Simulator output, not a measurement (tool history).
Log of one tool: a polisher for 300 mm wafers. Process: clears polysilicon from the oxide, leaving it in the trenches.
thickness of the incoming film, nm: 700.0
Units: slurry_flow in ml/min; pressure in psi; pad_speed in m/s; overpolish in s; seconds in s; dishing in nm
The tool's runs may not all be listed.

{"run": 1, "day": 0.0, "slurry_flow": 195, "pressure": 2.6, "pad_speed": 1.02, "overpolish": 25, "seconds": 46.51, "dishing": 71.539}
{"run": 2, "day": 0.079, "slurry_flow": 195, "pressure": 2.1, "pad_speed": 0.92, "overpolish": 19, "seconds": 58.499, "dishing": 70.121}
{"run": 3, "day": 0.246, "slurry_flow": 195, "pressure": 2.1, "pad_speed": 0.92, "overpolish": 15, "seconds": 59.634, "dishing": 68.676}
{"run": 4, "day": 0.542, "slurry_flow": 230, "pressure": 2.1, "pad_speed": 0.92, "overpolish": 15, "seconds": 57.488, "dishing": 69.725}
{"run": 5, "day": 0.862, "slurry_flow": 255, "pressure": 2.1, "pad_speed": 0.92, "overpolish": 15, "seconds": 57.486, "dishing": 69.62}
{"run": 6, "day": 1.058, "slurry_flow": 205, "pressure": 1.8, "pad_speed": 0.82, "overpolish": 13, "seconds": 73.438, "dishing": 62.537}
{"run": 7, "day": 1.158, "slurry_flow": 210, "pressure": 1.6, "pad_speed": 0.78, "overpolish": 17, "seconds": 83.52, "dishing": 63.609}

Run 8 comes next. What will it give?
{"run": 8, "day": 1.479, "slurry_flow": 205, "pressure": 1.5, "pad_speed": 0.76, "overpolish": 14, "seconds": "?", "dishing": "?"}

Run 8 gave seconds 88.671 s, dishing 57.25 nm.

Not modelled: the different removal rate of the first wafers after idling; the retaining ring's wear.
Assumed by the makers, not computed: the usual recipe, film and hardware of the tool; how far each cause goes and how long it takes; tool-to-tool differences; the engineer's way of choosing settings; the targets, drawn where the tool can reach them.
